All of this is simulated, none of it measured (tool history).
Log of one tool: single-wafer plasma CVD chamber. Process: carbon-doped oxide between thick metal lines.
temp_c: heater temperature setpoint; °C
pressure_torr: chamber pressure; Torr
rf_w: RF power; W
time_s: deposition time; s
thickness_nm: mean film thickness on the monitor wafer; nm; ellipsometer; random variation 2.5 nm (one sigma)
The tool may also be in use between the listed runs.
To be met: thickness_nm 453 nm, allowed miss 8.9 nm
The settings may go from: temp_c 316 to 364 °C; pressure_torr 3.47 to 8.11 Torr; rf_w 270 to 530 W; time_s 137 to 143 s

run	hour	temp_c	pressure_torr	rf_w	time_s	thickness_nm
1	0	340	5.79	400	143	555.81
2	4.4	340	5.79	400	137	536.39
3	6.3	342	5.51	385	137	512
4	10.3	345	5.2	380	137	495.38
5	12.2	347	5.01	380	137	492.15
6	15.7	347	5.01	380	143	508.23
7	17.8	349	4.74	375	143	494.34
8	21.9	351	4.53	370	143	484.74

Which of these 5 next moves meets every target?
A	26	356	4.37	370	143	?
B	26	351	4	340	138	?
C	26	353	4.63	360	137	?
D	26	350	4.48	430	143	?
E	26	347	4.76	420	143	?

move	thickness_nm
A	475.41
B	426.76
C	455.12
D	541.21
E	543.58
A: nearer than the last run, and not there yet
B: takes the result that was furthest off past its target
C: meets every target
D: further off than the last run
E: further off than the last run
Move C is the one to make.

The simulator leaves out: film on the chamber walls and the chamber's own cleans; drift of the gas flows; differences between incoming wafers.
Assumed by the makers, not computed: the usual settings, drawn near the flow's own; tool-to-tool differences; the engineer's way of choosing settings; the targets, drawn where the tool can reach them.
